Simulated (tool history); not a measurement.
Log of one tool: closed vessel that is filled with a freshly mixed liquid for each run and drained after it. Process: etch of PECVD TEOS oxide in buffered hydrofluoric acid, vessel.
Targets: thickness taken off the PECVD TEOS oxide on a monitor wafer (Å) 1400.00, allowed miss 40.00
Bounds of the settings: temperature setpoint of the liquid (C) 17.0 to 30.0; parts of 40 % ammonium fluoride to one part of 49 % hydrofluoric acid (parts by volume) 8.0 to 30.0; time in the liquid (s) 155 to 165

run	hour	temperature setpoint of the liquid (C)	parts of 40 % ammonium fluoride to one part of 49 % hydrofluoric acid (parts by volume)	time in the liquid (s)	thickness taken off the PECVD TEOS oxide on a monitor wafer (Å)
1	0.0	22.0	21.5	155	746.23
2	7.2	24.0	20.0	155	875.40
3	12.4	26.0	20.0	155	980.69
4	15.0	26.0	20.0	165	1046.20
5	23.6	27.0	19.5	165	1132.60
6	24.2	27.5	19.0	165	1190.60
7	28.1	28.0	18.5	165	1255.90
8	32.8	28.5	18.5	165	1288.40

4 next moves are on the table. One of them brings every result within its allowed miss. Which?
A	37.5	30.0	19.0	155	?
B	37.5	27.5	15.5	160	?
C	37.5	26.0	15.5	165	?
D	37.5	27.5	18.0	155	?

move	thickness taken off the PECVD TEOS oxide on a monitor wafer (Å)
A	1273.40
B	1405.10
C	1336.20
D	1175.10
A: further off than the last run
B: meets every target
C: nearer than the last run, and not there yet
D: further off than the last run
Answer: B

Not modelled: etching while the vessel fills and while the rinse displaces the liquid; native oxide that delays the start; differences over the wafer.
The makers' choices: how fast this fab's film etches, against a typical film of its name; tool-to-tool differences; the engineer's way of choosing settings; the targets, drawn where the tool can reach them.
